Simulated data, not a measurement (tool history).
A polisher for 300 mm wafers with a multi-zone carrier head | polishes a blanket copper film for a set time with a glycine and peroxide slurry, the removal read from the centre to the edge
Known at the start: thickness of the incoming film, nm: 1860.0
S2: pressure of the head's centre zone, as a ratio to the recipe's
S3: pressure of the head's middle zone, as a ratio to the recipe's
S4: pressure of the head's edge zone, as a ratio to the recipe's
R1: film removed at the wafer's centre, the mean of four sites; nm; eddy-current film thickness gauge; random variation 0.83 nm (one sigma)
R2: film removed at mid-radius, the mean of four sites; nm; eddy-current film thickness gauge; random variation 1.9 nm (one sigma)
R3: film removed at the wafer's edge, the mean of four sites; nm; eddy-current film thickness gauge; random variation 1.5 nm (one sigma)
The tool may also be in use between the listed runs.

Run 1, day 0: flow of slurry (ml/min) 255, S2 1, S3 1, S4 1, polishing time (s) 34. Result: R1 209.41 nm, R2 218.03 nm, R3 208.51 nm.
Run 2, day 0.158: flow of slurry (ml/min) 240, S2 0.94, S3 0.99, S4 0.99, polishing time (s) 32. Result: R1 184.04 nm, R2 199.16 nm, R3 195.48 nm.
Run 3, day 0.521: flow of slurry (ml/min) 240, S2 0.94, S3 0.99, S4 0.99, polishing time (s) 37. Result: R1 211.73 nm, R2 229.42 nm, R3 225.64 nm.
Run 4, day 0.562: flow of slurry (ml/min) 225, S2 0.9, S3 1, S4 0.98, polishing time (s) 34. Result: R1 186.51 nm, R2 212.2 nm, R3 206.31 nm.
Run 5, day 0.612: flow of slurry (ml/min) 265, S2 0.9, S3 1, S4 0.98, polishing time (s) 34. Result: R1 190.48 nm, R2 211.51 nm, R3 213.99 nm.
Run 6, day 0.742: flow of slurry (ml/min) 225, S2 0.9, S3 1, S4 0.98, polishing time (s) 34. Result: R1 186.39 nm, R2 213.24 nm, R3 206.43 nm.

The next listed run, before its measurement:
Run 7, day 1.025: flow of slurry (ml/min) 210, S2 0.87, S3 0.99, S4 0.98, polishing time (s) 32. Result: R1 ?, R2 ?, R3 ?.

{"run 7": {"R1": 166.83, "R2": 195.03, "R3": 195.19}}

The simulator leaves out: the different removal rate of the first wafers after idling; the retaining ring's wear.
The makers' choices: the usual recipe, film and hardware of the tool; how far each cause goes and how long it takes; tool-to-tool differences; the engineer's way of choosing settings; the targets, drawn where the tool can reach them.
